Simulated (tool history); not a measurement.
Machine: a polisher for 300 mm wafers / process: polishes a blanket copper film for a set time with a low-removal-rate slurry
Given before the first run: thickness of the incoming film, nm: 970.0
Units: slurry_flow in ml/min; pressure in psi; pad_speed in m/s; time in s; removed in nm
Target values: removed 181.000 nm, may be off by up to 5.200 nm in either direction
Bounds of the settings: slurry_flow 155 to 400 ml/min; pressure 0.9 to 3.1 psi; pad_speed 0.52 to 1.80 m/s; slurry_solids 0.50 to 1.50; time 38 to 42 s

Run 1, hour 0.0: slurry_flow 255 ml/min, pressure 2.0 psi, pad_speed 1.16 m/s, slurry_solids 1.00, time 42 s. Result: removed 85.207 nm.
Run 2, hour 2.7: slurry_flow 260 ml/min, pressure 2.4 psi, pad_speed 1.24 m/s, slurry_solids 1.00, time 42 s. Result: removed 106.030 nm.
Run 3, hour 5.0: slurry_flow 260 ml/min, pressure 2.6 psi, pad_speed 1.34 m/s, slurry_solids 1.00, time 42 s. Result: removed 121.110 nm.
Run 4, hour 6.1: slurry_flow 325 ml/min, pressure 2.6 psi, pad_speed 1.34 m/s, slurry_solids 1.00, time 42 s. Result: removed 124.360 nm.
Run 5, hour 11.3: slurry_flow 325 ml/min, pressure 2.6 psi, pad_speed 1.10 m/s, slurry_solids 1.00, time 42 s. Result: removed 105.140 nm.
Run 6, hour 15.5: slurry_flow 325 ml/min, pressure 2.8 psi, pad_speed 1.24 m/s, slurry_solids 1.00, time 42 s. Result: removed 125.710 nm.
Run 7, hour 17.9: slurry_flow 325 ml/min, pressure 2.9 psi, pad_speed 1.34 m/s, slurry_solids 1.00, time 42 s. Result: removed 138.740 nm.
Run 8, hour 25.2: slurry_flow 325 ml/min, pressure 2.9 psi, pad_speed 1.34 m/s, slurry_solids 1.00, time 42 s. Result: removed 138.780 nm.
Run 9, hour 27.9: slurry_flow 335 ml/min, pressure 3.1 psi, pad_speed 1.56 m/s, slurry_solids 1.00, time 42 s. Result: removed 167.180 nm.
Run 10, hour 36.4: slurry_flow 335 ml/min, pressure 3.1 psi, pad_speed 1.60 m/s, slurry_solids 1.00, time 42 s. Result: removed 170.200 nm.
Run 11, hour 37.5: slurry_flow 335 ml/min, pressure 3.1 psi, pad_speed 1.64 m/s, slurry_solids 1.00, time 42 s. Result: removed 175.650 nm.

Of the 4 settings listed for the next run, only one would bring every result within its allowed miss of target. Which one?
Run A, hour 38.6: slurry_flow 305 ml/min, pressure 3.1 psi, pad_speed 1.78 m/s, slurry_solids 1.00, time 41 s. Result: removed ?.
Run B, hour 38.6: slurry_flow 330 ml/min, pressure 3.1 psi, pad_speed 1.66 m/s, slurry_solids 0.95, time 40 s. Result: removed ?.
Run C, hour 38.6: slurry_flow 345 ml/min, pressure 3.1 psi, pad_speed 1.54 m/s, slurry_solids 1.10, time 42 s. Result: removed ?.
Run D, hour 38.6: slurry_flow 310 ml/min, pressure 3.1 psi, pad_speed 1.80 m/s, slurry_solids 0.95, time 38 s. Result: removed ?.

move  removed
   A  185.950
   B  169.280
   C  174.140
   D  171.790
A: each result inside its tolerance
B: its largest miss is bigger than the last run's
C: its largest miss is bigger than the last run's
D: its largest miss is bigger than the last run's
A is the move that brings every result within its allowed miss.
